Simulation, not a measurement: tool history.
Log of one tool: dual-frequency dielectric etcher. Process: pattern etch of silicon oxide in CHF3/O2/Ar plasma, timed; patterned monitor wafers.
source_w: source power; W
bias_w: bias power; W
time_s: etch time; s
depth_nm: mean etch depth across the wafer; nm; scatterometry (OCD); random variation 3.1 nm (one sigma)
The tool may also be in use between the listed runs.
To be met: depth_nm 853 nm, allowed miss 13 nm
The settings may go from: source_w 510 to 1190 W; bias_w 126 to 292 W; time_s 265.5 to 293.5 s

| run | hour | source_w | bias_w | time_s | depth_nm |
|---|---|---|---|---|---|
| 1 | 0 | 850 | 209 | 293.5 | 771.91 |
| 2 | 8.3 | 920 | 211 | 293.5 | 790.53 |
| 3 | 17.5 | 800 | 211 | 293.5 | 751.37 |
| 4 | 23.6 | 880 | 214 | 293.5 | 780.11 |
| 5 | 32.5 | 950 | 217 | 293.5 | 811.39 |
| 6 | 35.2 | 950 | 230 | 293.5 | 817.83 |
| 7 | 37.2 | 980 | 232 | 293.5 | 837.09 |
| 8 | 45.6 | 990 | 233 | 293.5 | 833.7 |

5 next moves are on the table. One of them brings every result within its allowed miss. Which?
| A | 54 | 950 | 234 | 293.5 | ? |
| B | 54 | 1010 | 224 | 289 | ? |
| C | 54 | 1050 | 241 | 291.5 | ? |
| D | 54 | 980 | 231 | 289 | ? |
| E | 54 | 950 | 246 | 290 | ? |

| move | depth_nm |
|---|---|
| A | 822.08 |
| B | 821.17 |
| C | 854.88 |
| D | 817.05 |
| E | 821.62 |
A: further off than the last run
B: further off than the last run
C: meets every target
D: further off than the last run
E: further off than the last run
Move C is the one to make.
